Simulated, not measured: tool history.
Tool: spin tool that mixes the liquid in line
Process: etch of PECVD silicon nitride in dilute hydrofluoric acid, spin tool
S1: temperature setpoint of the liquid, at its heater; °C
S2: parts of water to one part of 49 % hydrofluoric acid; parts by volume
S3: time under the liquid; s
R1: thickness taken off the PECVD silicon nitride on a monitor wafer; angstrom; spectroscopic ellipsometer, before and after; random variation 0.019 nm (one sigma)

run	hour	S1	S2	S3	R1
1	0.0	26.0	190	60	13.675
2	2.6	29.0	190	60	16.231
3	10.8	30.0	185	60	18.001
4	12.2	26.5	185	60	14.571
5	17.6	26.5	230	60	11.685
6	19.0	28.0	220	60	13.384

Forecast run 7:
7	20.8	29.0	210	60	?

Run 7 gave R1 14.785 angstrom.
